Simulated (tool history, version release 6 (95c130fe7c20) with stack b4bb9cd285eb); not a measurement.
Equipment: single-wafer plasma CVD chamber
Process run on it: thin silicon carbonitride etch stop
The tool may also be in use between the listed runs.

| run | day | RF power (W) | deposition time (s) | mean film thickness on the monitor wafer (nm) |
|---|---|---|---|---|
| 1 | 0.000 | 175 | 19.3 | 10.1460 |
| 2 | 0.262 | 195 | 19.3 | 10.4220 |
| 3 | 0.492 | 195 | 21.5 | 11.5880 |
| 4 | 0.638 | 180 | 19.8 | 10.5180 |
| 5 | 0.679 | 160 | 19.8 | 10.2320 |
| 6 | 1.021 | 185 | 19.8 | 10.5650 |
| 7 | 1.054 | 170 | 18.5 | 9.6905 |

What will run 8 give?
| 8 | 1.383 | 160 | 17.7 | ? |

{"run 8": {"mean film thickness on the monitor wafer (nm)": 9.1829}}
